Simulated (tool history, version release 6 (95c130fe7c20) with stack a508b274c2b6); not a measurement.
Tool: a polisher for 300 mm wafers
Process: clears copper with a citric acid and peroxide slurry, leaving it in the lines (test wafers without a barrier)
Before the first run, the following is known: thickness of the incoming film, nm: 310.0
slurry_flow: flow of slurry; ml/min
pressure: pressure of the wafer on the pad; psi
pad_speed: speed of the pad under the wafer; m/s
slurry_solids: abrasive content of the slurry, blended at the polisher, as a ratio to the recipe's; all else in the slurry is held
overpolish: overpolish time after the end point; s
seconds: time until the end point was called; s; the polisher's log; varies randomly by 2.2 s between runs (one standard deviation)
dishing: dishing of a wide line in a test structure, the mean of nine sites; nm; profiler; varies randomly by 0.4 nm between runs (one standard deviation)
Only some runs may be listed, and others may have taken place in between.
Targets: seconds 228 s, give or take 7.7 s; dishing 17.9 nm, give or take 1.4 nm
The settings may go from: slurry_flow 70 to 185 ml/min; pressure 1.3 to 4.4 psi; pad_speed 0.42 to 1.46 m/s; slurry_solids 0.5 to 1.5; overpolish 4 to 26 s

run	hour	slurry_flow	pressure	pad_speed	slurry_solids	overpolish	seconds	dishing
1	0	120	2.8	0.94	1	13	192.31	14.393
2	7.2	115	2.7	0.94	1	15	199.39	16.523
3	11.1	110	2.6	0.94	1	16	207.62	16.951
4	16.8	110	2.6	0.94	1.2	16	201.98	16.21
5	22.4	105	2.5	0.94	1.2	17	210.07	17.759
6	29.1	105	2	0.94	1.2	17	255.15	14.627
7	34.2	110	2.1	0.94	1.2	17	244.22	14.684
8	42.6	110	2.2	0.94	1.2	17	235.7	15.576

Pick the move, out of 5, that brings all results within their allowed miss; only one does.
A	51	85	2.1	1.18	1.15	19	?	?
B	51	120	2.3	0.98	1	12	?	?
C	51	100	2.3	0.8	1.2	21	?	?
D	51	120	2.3	0.88	1	23	?	?
E	51	115	2.1	0.9	1.15	17	?	?

move	seconds	dishing
A	227.78	17.724
B	220.71	12.194
C	252.42	17.744
D	235.44	20.312
E	246.86	15.028
A: meets every target
B: the biggest miss grows against the last run
C: brings the last run's worst result on target, with another outside its allowed miss
D: the result that was furthest off in the last run now lies on the other side of its target
E: the biggest miss grows against the last run
The right move is A.
